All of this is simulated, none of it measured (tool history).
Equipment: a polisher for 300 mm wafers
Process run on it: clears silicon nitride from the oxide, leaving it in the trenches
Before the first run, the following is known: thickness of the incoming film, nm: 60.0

| run | hour | flow of slurry (ml/min) | pressure of the wafer on the pad (psi) | speed of the pad under the wafer (cm/s) | overpolish time after the end point (s) | time until the end point was called (s) |
|---|---|---|---|---|---|---|
| 1 | 0 | 305 | 3.1 | 84 | 8 | 70.924 |
| 2 | 2.3 | 305 | 3.4 | 84 | 8 | 65.959 |
| 3 | 7.7 | 270 | 3.4 | 84 | 8 | 63.716 |
| 4 | 15.7 | 245 | 3.4 | 84 | 8 | 65.7 |
| 5 | 19.7 | 245 | 3.2 | 84 | 8 | 69.165 |
| 6 | 20.7 | 245 | 3 | 84 | 8 | 72.996 |
| 7 | 29.1 | 245 | 2.8 | 84 | 8 | 78.577 |

The next listed run, before its measurement:
| 8 | 33 | 245 | 2.7 | 84 | 8 | ? |

{"run 8": {"time until the end point was called (s)": 81.254}}
